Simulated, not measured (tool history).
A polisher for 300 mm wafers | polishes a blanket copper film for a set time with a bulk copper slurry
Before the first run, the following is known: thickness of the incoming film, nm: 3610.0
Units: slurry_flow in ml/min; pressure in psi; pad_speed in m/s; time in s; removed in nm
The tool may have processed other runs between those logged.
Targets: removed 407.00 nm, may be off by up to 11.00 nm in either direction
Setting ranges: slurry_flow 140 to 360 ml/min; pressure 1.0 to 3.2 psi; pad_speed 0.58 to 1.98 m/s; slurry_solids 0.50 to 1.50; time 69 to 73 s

{"run": 1, "hour": 0.0, "slurry_flow": 230, "pressure": 2.1, "pad_speed": 1.28, "slurry_solids": 1.0, "time": 69, "removed": 495.68}
{"run": 2, "hour": 1.7, "slurry_flow": 225, "pressure": 2.0, "pad_speed": 1.28, "slurry_solids": 1.0, "time": 69, "removed": 478.7}
{"run": 3, "hour": 4.9, "slurry_flow": 225, "pressure": 2.0, "pad_speed": 1.28, "slurry_solids": 1.0, "time": 69, "removed": 484.78}
{"run": 4, "hour": 7.5, "slurry_flow": 225, "pressure": 2.0, "pad_speed": 1.28, "slurry_solids": 1.15, "time": 69, "removed": 494.98}
{"run": 5, "hour": 9.0, "slurry_flow": 225, "pressure": 2.0, "pad_speed": 1.46, "slurry_solids": 1.15, "time": 69, "removed": 558.16}
{"run": 6, "hour": 15.8, "slurry_flow": 190, "pressure": 2.0, "pad_speed": 1.46, "slurry_solids": 1.15, "time": 69, "removed": 551.62}
{"run": 7, "hour": 18.0, "slurry_flow": 190, "pressure": 1.9, "pad_speed": 1.46, "slurry_solids": 1.15, "time": 69, "removed": 536.85}
{"run": 8, "hour": 20.2, "slurry_flow": 190, "pressure": 1.8, "pad_speed": 1.46, "slurry_solids": 1.15, "time": 69, "removed": 522.37}
{"run": 9, "hour": 24.5, "slurry_flow": 190, "pressure": 1.7, "pad_speed": 1.46, "slurry_solids": 1.15, "time": 69, "removed": 505.51}
{"run": 10, "hour": 25.6, "slurry_flow": 190, "pressure": 1.6, "pad_speed": 1.46, "slurry_solids": 1.15, "time": 69, "removed": 490.38}
{"run": 11, "hour": 28.2, "slurry_flow": 190, "pressure": 1.5, "pad_speed": 1.46, "slurry_solids": 1.15, "time": 69, "removed": 471.18}
{"run": 12, "hour": 34.5, "slurry_flow": 190, "pressure": 1.4, "pad_speed": 1.46, "slurry_solids": 1.15, "time": 69, "removed": 456.23}
{"run": 13, "hour": 37.7, "slurry_flow": 190, "pressure": 1.3, "pad_speed": 1.46, "slurry_solids": 1.15, "time": 69, "removed": 441.76}
{"run": 14, "hour": 45.6, "slurry_flow": 190, "pressure": 1.2, "pad_speed": 1.46, "slurry_solids": 1.15, "time": 69, "removed": 419.23}

Which of these 5 next moves meets every target?
{"run": "A", "hour": 53.5, "slurry_flow": 215, "pressure": 1.6, "pad_speed": 1.28, "slurry_solids": 1.2, "time": 69, "removed": "?"}
{"run": "B", "hour": 53.5, "slurry_flow": 250, "pressure": 1.0, "pad_speed": 1.5, "slurry_solids": 1.2, "time": 73, "removed": "?"}
{"run": "C", "hour": 53.5, "slurry_flow": 205, "pressure": 1.2, "pad_speed": 1.54, "slurry_solids": 0.95, "time": 71, "removed": "?"}
{"run": "D", "hour": 53.5, "slurry_flow": 210, "pressure": 1.3, "pad_speed": 1.42, "slurry_solids": 1.25, "time": 69, "removed": "?"}
{"run": "E", "hour": 53.5, "slurry_flow": 140, "pressure": 1.0, "pad_speed": 1.58, "slurry_solids": 1.15, "time": 69, "removed": "?"}

move=A removed=440.71
move=B removed=438.56
move=C removed=447.17
move=D removed=440.67
move=E removed=414.74
A: the biggest miss grows against the last run
B: the biggest miss grows against the last run
C: the biggest miss grows against the last run
D: the biggest miss grows against the last run
E: all results land within tolerance of their targets
So the answer is move E, the one that meets all the targets.

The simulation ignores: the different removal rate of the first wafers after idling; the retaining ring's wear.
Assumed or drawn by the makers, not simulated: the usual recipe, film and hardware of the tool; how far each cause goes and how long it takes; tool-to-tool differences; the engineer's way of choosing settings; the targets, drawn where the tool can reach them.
